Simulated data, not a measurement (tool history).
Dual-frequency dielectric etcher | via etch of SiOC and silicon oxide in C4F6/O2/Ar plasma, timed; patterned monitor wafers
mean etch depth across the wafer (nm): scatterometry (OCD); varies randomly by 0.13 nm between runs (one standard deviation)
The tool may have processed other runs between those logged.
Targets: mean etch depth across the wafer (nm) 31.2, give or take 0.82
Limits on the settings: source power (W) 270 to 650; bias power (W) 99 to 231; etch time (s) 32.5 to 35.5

| run | hour | source power (W) | bias power (W) | etch time (s) | mean etch depth across the wafer (nm) |
|---|---|---|---|---|---|
| 1 | 0 | 460 | 165 | 35.5 | 38.927 |
| 2 | 5.1 | 530 | 165 | 35.5 | 41.193 |
| 3 | 11.2 | 530 | 177 | 35.5 | 42.733 |
| 4 | 12.8 | 530 | 177 | 35.5 | 42.482 |
| 5 | 16.6 | 530 | 194 | 35.5 | 43.956 |
| 6 | 23.1 | 490 | 182 | 35 | 41.448 |
| 7 | 29.1 | 460 | 170 | 34.5 | 38.579 |
| 8 | 37.5 | 430 | 164 | 34.5 | 37.157 |
| 9 | 41.3 | 400 | 159 | 34.5 | 36.058 |
| 10 | 42.7 | 300 | 127 | 32.5 | 28.001 |

Next run, 4 choices. One meets every target within its allowed miss, the rest don't. Which?
| A | 44.1 | 460 | 132 | 32.5 | ? |
| B | 44.1 | 280 | 132 | 35 | ? |
| C | 44.1 | 340 | 143 | 35 | ? |
| D | 44.1 | 290 | 138 | 35.5 | ? |

| move | mean etch depth across the wafer (nm) |
|---|---|
| A | 32.36 |
| B | 29.619 |
| C | 32.714 |
| D | 31.025 |
A: takes the result that was furthest off past its target
B: closer than the last run, but not yet in spec
C: takes the result that was furthest off past its target
D: every result lands within tolerance
D is the move that brings every result within its allowed miss.
